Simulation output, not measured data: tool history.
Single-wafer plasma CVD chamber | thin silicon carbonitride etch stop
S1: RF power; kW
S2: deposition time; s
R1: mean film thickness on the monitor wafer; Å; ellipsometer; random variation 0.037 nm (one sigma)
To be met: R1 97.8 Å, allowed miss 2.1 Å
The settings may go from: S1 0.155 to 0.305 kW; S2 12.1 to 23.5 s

Run 1, day 0: S1 0.23 kW, S2 17.8 s. Result: R1 107.82 Å.
Run 2, day 0.321: S1 0.22 kW, S2 17.6 s. Result: R1 105.39 Å.
Run 3, day 0.583: S1 0.215 kW, S2 17.5 s. Result: R1 104.28 Å.
Run 4, day 0.879: S1 0.2 kW, S2 17.5 s. Result: R1 102.36 Å.
Run 5, day 1.246: S1 0.195 kW, S2 17.4 s. Result: R1 102.35 Å.
Run 6, day 1.346: S1 0.215 kW, S2 17.4 s. Result: R1 103.48 Å.
Run 7, day 1.592: S1 0.21 kW, S2 17.3 s. Result: R1 102.42 Å.
Run 8, day 1.646: S1 0.205 kW, S2 17.2 s. Result: R1 102.08 Å.
Run 9, day 1.875: S1 0.2 kW, S2 17.1 s. Result: R1 100.81 Å.

Which of these 4 next moves meets every target?
Run A, day 2.104: S1 0.19 kW, S2 17.8 s. Result: R1 ?.
Run B, day 2.104: S1 0.16 kW, S2 18.9 s. Result: R1 ?.
Run C, day 2.104: S1 0.26 kW, S2 17 s. Result: R1 ?.
Run D, day 2.104: S1 0.21 kW, S2 16.5 s. Result: R1 ?.

move      R1
   A  103.89
   B  107.32
   C   104.9
   D  97.952
A: further off than the last run
B: further off than the last run
C: further off than the last run
D: meets every target
Move D is the one to make.
